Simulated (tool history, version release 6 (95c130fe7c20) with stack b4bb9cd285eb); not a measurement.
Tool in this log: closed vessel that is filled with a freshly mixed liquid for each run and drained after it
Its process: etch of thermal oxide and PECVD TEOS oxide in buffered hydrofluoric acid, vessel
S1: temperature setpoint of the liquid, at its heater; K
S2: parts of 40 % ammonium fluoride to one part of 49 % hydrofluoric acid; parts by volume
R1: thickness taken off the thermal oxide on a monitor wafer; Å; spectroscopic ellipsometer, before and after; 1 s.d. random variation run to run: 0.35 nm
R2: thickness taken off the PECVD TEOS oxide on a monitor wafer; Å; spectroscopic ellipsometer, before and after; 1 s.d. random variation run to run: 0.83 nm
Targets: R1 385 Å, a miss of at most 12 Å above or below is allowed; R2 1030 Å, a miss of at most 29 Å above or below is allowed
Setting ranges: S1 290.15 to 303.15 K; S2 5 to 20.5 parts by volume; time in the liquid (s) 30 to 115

run 1 hour=0 | S1=295.15 S2=12.5 time_in_the_liquid_(s)=60 | R1=451.8 R2=1223.1
run 2 hour=2.4 | S1=295.15 S2=12.5 time_in_the_liquid_(s)=85 | R1=645.18 R2=1726.7
run 3 hour=9.7 | S1=298.65 S2=12.5 time_in_the_liquid_(s)=85 | R1=789.9 R2=2094.7
run 4 hour=12.6 | S1=298.65 S2=12.5 time_in_the_liquid_(s)=100 | R1=916.03 R2=2515.9
run 5 hour=16 | S1=298.65 S2=12.5 time_in_the_liquid_(s)=85 | R1=776.7 R2=2081.5
run 6 hour=19.2 | S1=297.15 S2=13 time_in_the_liquid_(s)=85 | R1=702.97 R2=1858.3
run 7 hour=26.9 | S1=295.65 S2=13.5 time_in_the_liquid_(s)=85 | R1=602.89 R2=1639.8
-- hour=29.7 thermometer replaced
run 8 hour=29.7 | S1=294.65 S2=14 time_in_the_liquid_(s)=85 | R1=608.81 R2=1599.8
run 9 hour=34.9 | S1=294.15 S2=14.5 time_in_the_liquid_(s)=85 | R1=568.53 R2=1532.9
run 10 hour=41.4 | S1=293.15 S2=15.5 time_in_the_liquid_(s)=85 | R1=496.32 R2=1348.1
run 11 hour=45.3 | S1=292.65 S2=16 time_in_the_liquid_(s)=85 | R1=473.41 R2=1260
run 12 hour=45.9 | S1=292.15 S2=16.5 time_in_the_liquid_(s)=85 | R1=442.24 R2=1207.3
run 13 hour=51.4 | S1=291.65 S2=16.5 time_in_the_liquid_(s)=85 | R1=428.59 R2=1177.3
run 14 hour=58 | S1=291.15 S2=17 time_in_the_liquid_(s)=85 | R1=409.14 R2=1096.1
run 15 hour=65.9 | S1=290.65 S2=17 time_in_the_liquid_(s)=85 | R1=397.32 R2=1068.9

4 next moves are on the table. One of them brings every result within its allowed miss. Which?
run A hour=73.8 | S1=295.65 S2=16.5 time_in_the_liquid_(s)=60 | R1=? R2=?
run B hour=73.8 | S1=291.65 S2=16.5 time_in_the_liquid_(s)=80 | R1=? R2=?
run C hour=73.8 | S1=290.15 S2=18 time_in_the_liquid_(s)=100 | R1=? R2=?
run D hour=73.8 | S1=290.15 S2=16.5 time_in_the_liquid_(s)=90 | R1=? R2=?

move=A R1=384.04 R2=1040.3
move=B R1=409.43 R2=1109.1
move=C R1=431.22 R2=1168.1
move=D R1=422.91 R2=1145.6
A: meets every target
B: moves away from the targets compared with the last run
C: moves away from the targets compared with the last run
D: moves away from the targets compared with the last run
The move that meets every target is A.

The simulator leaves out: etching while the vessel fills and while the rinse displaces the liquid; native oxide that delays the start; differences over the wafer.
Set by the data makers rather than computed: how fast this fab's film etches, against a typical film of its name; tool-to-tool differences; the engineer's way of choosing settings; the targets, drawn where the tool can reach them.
